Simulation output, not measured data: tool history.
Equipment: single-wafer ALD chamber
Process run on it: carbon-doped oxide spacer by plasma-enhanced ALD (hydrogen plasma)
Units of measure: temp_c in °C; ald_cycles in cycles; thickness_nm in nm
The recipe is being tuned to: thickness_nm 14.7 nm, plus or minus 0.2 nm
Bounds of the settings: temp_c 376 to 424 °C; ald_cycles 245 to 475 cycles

| run | hour | temp_c | ald_cycles | thickness_nm |
|---|---|---|---|---|
| 1 | 0 | 400 | 360 | 16.985 |
| 2 | 3.8 | 400 | 403 | 19.059 |
| 3 | 5.8 | 401 | 383 | 18.019 |
| 4 | 12.4 | 401 | 434 | 20.322 |
| 5 | 13.9 | 406 | 434 | 20.098 |
| 6 | 18.1 | 400 | 434 | 20.535 |
| 7 | 20.3 | 412 | 376 | 17.188 |
| 8 | 27.3 | 414 | 364 | 16.402 |
| 9 | 32.7 | 416 | 357 | 16.034 |
| 10 | 35 | 417 | 351 | 15.706 |
| 11 | 41.5 | 418 | 347 | 15.57 |
| 12 | 45.5 | 419 | 343 | 15.321 |
| 13 | 52.2 | 420 | 340 | 15.075 |

Exercise: of the 5 proposed moves below, exactly one satisfies all targets within the stated allowed misses. Which move is it?
| A | 58.9 | 415 | 325 | ? |
| B | 58.9 | 418 | 345 | ? |
| C | 58.9 | 423 | 322 | ? |
| D | 58.9 | 413 | 341 | ? |
| E | 58.9 | 420 | 338 | ? |

| move | thickness_nm |
|---|---|
| A | 14.641 |
| B | 15.396 |
| C | 14.143 |
| D | 15.458 |
| E | 14.989 |
A: hits every target within its allowed miss
B: moves away from the targets compared with the last run
C: carries the result that was furthest off beyond its target, to the other side
D: moves away from the targets compared with the last run
E: gains on the last run, yet a result remains outside its allowed miss
A meets every target.
